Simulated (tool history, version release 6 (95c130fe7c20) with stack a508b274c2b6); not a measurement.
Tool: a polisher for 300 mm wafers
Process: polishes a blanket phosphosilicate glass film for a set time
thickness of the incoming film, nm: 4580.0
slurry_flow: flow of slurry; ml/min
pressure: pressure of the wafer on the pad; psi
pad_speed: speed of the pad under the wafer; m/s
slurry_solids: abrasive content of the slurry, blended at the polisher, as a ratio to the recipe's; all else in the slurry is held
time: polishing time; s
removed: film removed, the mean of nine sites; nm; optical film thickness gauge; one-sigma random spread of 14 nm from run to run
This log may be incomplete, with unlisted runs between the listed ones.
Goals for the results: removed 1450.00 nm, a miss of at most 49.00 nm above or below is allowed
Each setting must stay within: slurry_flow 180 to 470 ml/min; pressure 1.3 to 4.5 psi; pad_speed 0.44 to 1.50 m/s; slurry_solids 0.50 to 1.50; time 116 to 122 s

run  hour  slurry_flow  pressure  pad_speed  slurry_solids  time  removed
  1   0.0          300       2.9       0.96           1.00   116   942.47
  2   7.7          300       3.2       0.96           1.00   116  1020.60
  3  14.1          300       3.2       0.96           1.00   122  1073.00
  4  21.9          300       3.2       0.96           0.85   122  1010.00
  5  22.5          300       3.2       1.12           0.85   122  1134.10
  6  23.3          300       3.2       1.12           1.00   122  1232.70
  7  30.4          300       3.3       1.12           1.00   122  1233.30
  8  37.3          300       3.5       1.12           1.00   122  1332.10

Which single option among these 5 for the next run brings every result within its allowed miss of target? Just one does.
  A  44.2          260       3.6       0.96           1.10   122        ?
  B  44.2          350       3.8       1.16           1.15   122        ?
  C  44.2          320       4.1       0.90           0.85   121        ?
  D  44.2          250       4.2       0.90           1.50   122        ?
  E  44.2          260       3.7       1.16           1.10   118        ?

move  removed
   A  1220.30
   B  1570.00
   C  1186.30
   D  1512.80
   E  1410.40
A: the biggest miss grows against the last run
B: pushes the last run's worst result past its target
C: the biggest miss grows against the last run
D: pushes the last run's worst result past its target
E: hits every target within its allowed miss
The move that meets every target is E.
